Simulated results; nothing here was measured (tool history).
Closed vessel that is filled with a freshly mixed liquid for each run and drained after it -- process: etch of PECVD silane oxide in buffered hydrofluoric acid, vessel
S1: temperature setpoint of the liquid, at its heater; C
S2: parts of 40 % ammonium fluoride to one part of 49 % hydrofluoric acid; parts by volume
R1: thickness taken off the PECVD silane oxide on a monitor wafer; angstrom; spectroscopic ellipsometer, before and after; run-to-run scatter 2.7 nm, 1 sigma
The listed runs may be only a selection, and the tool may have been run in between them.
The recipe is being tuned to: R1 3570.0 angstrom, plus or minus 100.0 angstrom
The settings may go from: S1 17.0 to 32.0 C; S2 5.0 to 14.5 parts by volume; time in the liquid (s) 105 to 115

Run 1, hour 0.0: S1 24.0 C, S2 9.0 parts by volume, time in the liquid (s) 105. Result: R1 5629.2 angstrom.
Run 2, hour 1.2: S1 24.0 C, S2 9.0 parts by volume, time in the liquid (s) 105. Result: R1 5693.1 angstrom.
Run 3, hour 6.0: S1 21.0 C, S2 9.0 parts by volume, time in the liquid (s) 105. Result: R1 4788.7 angstrom.
Run 4, hour 10.0: S1 24.0 C, S2 9.0 parts by volume, time in the liquid (s) 105. Result: R1 5680.5 angstrom.
Run 5, hour 12.0: S1 24.0 C, S2 9.0 parts by volume, time in the liquid (s) 105. Result: R1 5664.1 angstrom.
Run 6, hour 16.1: S1 24.0 C, S2 9.0 parts by volume, time in the liquid (s) 115. Result: R1 6223.0 angstrom.
Run 7, hour 23.3: S1 22.0 C, S2 9.5 parts by volume, time in the liquid (s) 115. Result: R1 5351.5 angstrom.
Run 8, hour 29.3: S1 20.5 C, S2 10.0 parts by volume, time in the liquid (s) 115. Result: R1 4726.2 angstrom.
Run 9, hour 33.3: S1 19.5 C, S2 10.5 parts by volume, time in the liquid (s) 115. Result: R1 4264.5 angstrom.
Run 10, hour 40.3: S1 18.5 C, S2 10.5 parts by volume, time in the liquid (s) 115. Result: R1 4020.4 angstrom.
Run 11, hour 43.9: S1 18.0 C, S2 10.5 parts by volume, time in the liquid (s) 115. Result: R1 3909.0 angstrom.
Run 12, hour 49.4: S1 17.5 C, S2 10.5 parts by volume, time in the liquid (s) 115. Result: R1 3824.3 angstrom.
Run 13, hour 55.2: S1 17.5 C, S2 10.5 parts by volume, time in the liquid (s) 115. Result: R1 3875.2 angstrom.

Consider the 5 candidate settings below. Which is the only one whose results all fall within their allowed miss of target?
Run A, hour 61.0: S1 18.0 C, S2 11.0 parts by volume, time in the liquid (s) 110. Result: R1 ?.
Run B, hour 61.0: S1 17.0 C, S2 10.5 parts by volume, time in the liquid (s) 105. Result: R1 ?.
Run C, hour 61.0: S1 19.0 C, S2 10.5 parts by volume, time in the liquid (s) 105. Result: R1 ?.
Run D, hour 61.0: S1 17.5 C, S2 10.0 parts by volume, time in the liquid (s) 110. Result: R1 ?.
Run E, hour 61.0: S1 18.5 C, S2 10.0 parts by volume, time in the liquid (s) 115. Result: R1 ?.

move      R1
   A  3617.2
   B  3413.1
   C  3823.3
   D  3858.1
   E  4269.0
A: hits every target within its allowed miss
B: moves the result that the last run missed by most past its target, out the other side
C: closes in on the targets versus the last run, not all within tolerance yet
D: closes in on the targets versus the last run, not all within tolerance yet
E: lands further from the targets than the last run did
Answer: A

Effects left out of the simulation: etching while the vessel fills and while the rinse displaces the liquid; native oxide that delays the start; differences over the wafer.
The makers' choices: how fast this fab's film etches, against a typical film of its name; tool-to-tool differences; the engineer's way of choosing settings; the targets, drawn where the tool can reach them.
